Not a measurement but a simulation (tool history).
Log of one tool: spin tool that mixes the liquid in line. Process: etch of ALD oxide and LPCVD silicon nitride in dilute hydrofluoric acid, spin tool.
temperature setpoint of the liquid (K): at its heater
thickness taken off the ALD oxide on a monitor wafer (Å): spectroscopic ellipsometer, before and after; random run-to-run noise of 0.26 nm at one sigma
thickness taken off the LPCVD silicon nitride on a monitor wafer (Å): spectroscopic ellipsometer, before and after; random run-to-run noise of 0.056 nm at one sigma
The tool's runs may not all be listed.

run,hour,temperature setpoint of the liquid (K),parts of water to one part of 49 % hydrofluoric acid (parts by volume),time under the liquid (s),thickness taken off the ALD oxide on a monitor wafer (Å),thickness taken off the LPCVD silicon nitride on a monitor wafer (Å)
1,0.0,298.15,120,175,472.76,8.0400
2,7.7,301.15,120,175,530.14,10.1790
3,8.3,298.65,120,175,481.88,8.0224
4,11.3,298.65,140,175,401.90,6.5074
5,20.2,301.15,140,175,443.76,8.2423
6,23.4,298.65,140,175,405.02,7.2426
7,32.1,299.65,135,175,438.14,7.9539
8,36.5,300.15,130,175,464.83,9.1029
9,38.5,300.15,125,175,483.73,9.4818

What will run 10 give?
10,40.4,300.15,120,175,?,?

Run 10 gave thickness taken off the ALD oxide on a monitor wafer (Å) 514.35, thickness taken off the LPCVD silicon nitride on a monitor wafer (Å) 8.8360.
